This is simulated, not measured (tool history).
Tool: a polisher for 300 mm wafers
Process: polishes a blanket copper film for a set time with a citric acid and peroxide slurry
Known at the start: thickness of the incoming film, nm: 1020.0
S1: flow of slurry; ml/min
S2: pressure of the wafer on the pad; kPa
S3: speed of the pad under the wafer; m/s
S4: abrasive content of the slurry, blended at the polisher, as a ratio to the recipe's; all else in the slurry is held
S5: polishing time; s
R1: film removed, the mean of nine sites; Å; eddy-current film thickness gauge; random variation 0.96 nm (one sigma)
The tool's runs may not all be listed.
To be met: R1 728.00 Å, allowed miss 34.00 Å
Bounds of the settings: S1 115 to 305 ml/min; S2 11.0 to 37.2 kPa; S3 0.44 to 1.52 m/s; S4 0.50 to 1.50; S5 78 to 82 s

run,day,S1,S2,S3,S4,S5,R1
1,0.000,195,24.1,0.98,1.00,78,1641.30
2,0.346,190,20.0,0.90,1.00,78,1325.10
3,0.633,190,20.0,0.90,1.15,78,1377.40
4,0.683,190,20.0,0.78,1.15,78,1238.60
5,0.754,190,20.0,0.62,1.15,78,1073.70
6,0.850,190,20.0,0.62,0.95,78,1042.70
7,0.958,190,17.2,0.60,0.95,78,888.95
8,1.038,190,15.9,0.60,0.95,78,846.99
9,1.150,190,14.5,0.60,0.95,78,811.72

5 next moves are on the table. One of them brings every result within its allowed miss. Which?
A,1.262,160,11.7,0.94,1.00,81,?
B,1.262,215,13.8,0.52,1.10,78,?
C,1.262,190,15.9,0.62,1.00,79,?
D,1.262,185,17.2,0.60,1.10,78,?
E,1.262,175,20.0,0.52,0.90,78,?

move,R1
A,971.28
B,730.86
C,883.39
D,919.53
E,892.16
A: further off than the last run
B: meets every target
C: further off than the last run
D: further off than the last run
E: further off than the last run
Answer: B
